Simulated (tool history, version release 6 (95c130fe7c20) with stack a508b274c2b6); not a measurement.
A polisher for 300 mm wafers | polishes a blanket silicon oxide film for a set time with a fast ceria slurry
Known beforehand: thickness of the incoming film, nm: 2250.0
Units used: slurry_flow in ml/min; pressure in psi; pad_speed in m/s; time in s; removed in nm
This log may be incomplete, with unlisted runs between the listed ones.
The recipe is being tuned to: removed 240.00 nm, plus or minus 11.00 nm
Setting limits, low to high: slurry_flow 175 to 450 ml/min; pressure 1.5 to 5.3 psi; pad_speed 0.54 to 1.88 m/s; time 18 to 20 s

run	day	slurry_flow	pressure	pad_speed	time	removed
1	0.000	290	3.4	1.20	20	561.73
2	0.038	290	3.4	1.20	18	498.41
3	0.246	330	3.4	1.20	18	512.95
4	0.471	330	3.4	1.20	18	507.02
5	0.812	300	3.4	1.20	18	502.67
6	0.896	300	3.4	1.20	18	511.53
7	1.058	295	2.4	0.90	18	293.40
8	1.200	295	2.2	0.90	18	291.02
9	1.350	295	2.0	0.88	18	266.68
10	1.612	295	1.9	0.88	18	261.02
11	1.767	295	1.8	0.88	18	249.34

Which single option among these 4 for the next run brings every result within its allowed miss of target? Just one does.
A	1.921	275	1.8	0.94	18	?
B	1.921	330	1.5	1.02	18	?
C	1.921	365	2.2	0.82	19	?
D	1.921	280	1.5	0.94	18	?

move	removed
A	261.45
B	261.31
C	276.58
D	238.52
A: lands further from the targets than the last run did
B: lands further from the targets than the last run did
C: lands further from the targets than the last run did
D: meets every target
Correct choice: D, which meets every target
